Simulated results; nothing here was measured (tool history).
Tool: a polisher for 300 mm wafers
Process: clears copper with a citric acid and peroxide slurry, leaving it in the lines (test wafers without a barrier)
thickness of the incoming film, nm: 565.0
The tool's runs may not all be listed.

| run | hour | flow of slurry (ml/min) | pressure of the wafer on the pad (kPa) | speed of the pad under the wafer (cm/s) | abrasive content of the slurry | overpolish time after the end point (s) | time until the end point was called (s) | dishing of a wide line in a test structure (angstrom) |
|---|---|---|---|---|---|---|---|---|
| 1 | 0.0 | 305 | 24.1 | 140 | 1.00 | 11 | 194.53 | 247.23 |
| 2 | 6.6 | 305 | 24.1 | 128 | 1.00 | 11 | 204.89 | 232.83 |
| 3 | 7.4 | 305 | 28.3 | 128 | 1.00 | 11 | 176.15 | 267.86 |
| 4 | 10.7 | 305 | 28.3 | 128 | 0.85 | 11 | 183.16 | 262.99 |
| 5 | 13.2 | 305 | 24.8 | 128 | 0.85 | 11 | 212.67 | 232.18 |
| 6 | 21.6 | 300 | 23.4 | 128 | 0.80 | 12 | 227.35 | 232.53 |
| 7 | 28.1 | 295 | 22.1 | 128 | 0.80 | 13 | 238.37 | 240.65 |
| 8 | 33.8 | 295 | 20.7 | 128 | 0.80 | 14 | 252.88 | 241.45 |
|  | 35.4 | slurry blender recalibrated |
| 9 | 35.4 | 295 | 20.0 | 128 | 0.80 | 15 | 246.64 | 269.63 |
| 10 | 37.1 | 290 | 18.6 | 128 | 0.80 | 15 | 263.80 | 246.74 |
| 11 | 44.6 | 290 | 18.6 | 128 | 0.80 | 15 | 263.60 | 251.95 |
| 12 | 51.4 | 290 | 17.9 | 128 | 0.80 | 15 | 271.71 | 238.60 |

The next listed run, before its measurement:
| 13 | 52.4 | 285 | 17.2 | 128 | 0.80 | 15 | ? | ? |

Run 13 gave time until the end point was called (s) 283.02, dishing of a wide line in a test structure (angstrom) 226.04.

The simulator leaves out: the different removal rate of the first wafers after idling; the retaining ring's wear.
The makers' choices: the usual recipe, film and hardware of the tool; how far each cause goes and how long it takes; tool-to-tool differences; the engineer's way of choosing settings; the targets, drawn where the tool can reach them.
